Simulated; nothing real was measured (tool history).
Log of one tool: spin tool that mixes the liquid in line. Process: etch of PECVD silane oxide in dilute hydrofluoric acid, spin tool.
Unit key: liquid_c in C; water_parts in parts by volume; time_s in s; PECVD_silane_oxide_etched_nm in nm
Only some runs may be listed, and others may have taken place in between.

run,hour,liquid_c,water_parts,time_s,PECVD_silane_oxide_etched_nm
1,0.0,24.0,55,15,7.5543
2,3.5,26.5,55,15,8.4164
3,8.5,28.0,55,15,8.9077
4,15.6,29.0,55,15,9.2996
5,21.5,26.5,55,15,8.3261
6,27.8,26.5,55,15,8.4068
7,28.4,28.0,55,15,8.8736

Run 8, settings as shown, results not yet in. Your forecast:
8,35.0,29.0,55,15,?

{"run 8": {"PECVD_silane_oxide_etched_nm": 9.3038}}
